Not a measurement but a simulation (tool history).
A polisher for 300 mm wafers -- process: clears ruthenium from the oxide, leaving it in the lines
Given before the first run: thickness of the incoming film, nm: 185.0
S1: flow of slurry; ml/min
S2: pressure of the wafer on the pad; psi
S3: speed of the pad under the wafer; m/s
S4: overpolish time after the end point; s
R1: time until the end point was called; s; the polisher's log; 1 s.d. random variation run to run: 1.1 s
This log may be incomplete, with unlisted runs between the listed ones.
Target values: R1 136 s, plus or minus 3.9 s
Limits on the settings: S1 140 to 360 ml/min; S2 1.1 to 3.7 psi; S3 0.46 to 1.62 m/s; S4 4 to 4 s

run,day,S1,S2,S3,S4,R1
1,0,230,2.4,1.04,4,163.21
2,0.067,230,2.4,0.86,4,191.71
3,0.338,230,2.4,0.86,4,190.85
4,0.629,230,2.2,0.86,4,208.36
5,0.9,235,2.4,0.86,4,193.63
6,1.129,235,1.9,0.86,4,240.65
7,1.158,235,2.2,0.86,4,209.47
8,1.379,235,2.4,0.86,4,190.61
9,1.671,240,2.5,0.86,4,182.05
10,1.912,245,2.6,0.86,4,175.87

4 next moves are on the table. One of them brings every result within its allowed miss. Which?
A,2.154,250,3.2,0.82,4,?
B,2.154,285,2.7,1,4,?
C,2.154,240,2.8,0.98,4,?
D,2.154,255,2.3,1.32,4,?

move,R1
A,149.8
B,147.04
C,147.19
D,136
A: an improvement on the last run, though not all results are within tolerance
B: an improvement on the last run, though not all results are within tolerance
C: an improvement on the last run, though not all results are within tolerance
D: all results in spec
Go with D: it meets all targets.
